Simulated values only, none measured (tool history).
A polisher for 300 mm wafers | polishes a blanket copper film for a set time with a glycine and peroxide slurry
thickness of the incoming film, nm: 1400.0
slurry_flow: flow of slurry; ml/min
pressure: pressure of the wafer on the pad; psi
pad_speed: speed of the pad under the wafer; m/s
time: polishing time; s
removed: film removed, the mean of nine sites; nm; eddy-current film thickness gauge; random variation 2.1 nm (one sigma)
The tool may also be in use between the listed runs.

run  hour  slurry_flow  pressure  pad_speed  time  removed
  1     0          265       2.3       0.92    44   224.39
  2   3.7          275       2.6       0.92    44   248.73
  3   9.7          275       2.6       0.92    39   220.56
  4  14.3          275       2.6       0.82    39   199.59
  5  15.5          275         3       0.82    39   224.78
  6  21.4          280       3.1       0.88    39    248.1

The next listed run, before its measurement:
  7  28.3          330       3.6       1.04    39        ?

Run 7 gave removed 324.69 nm.
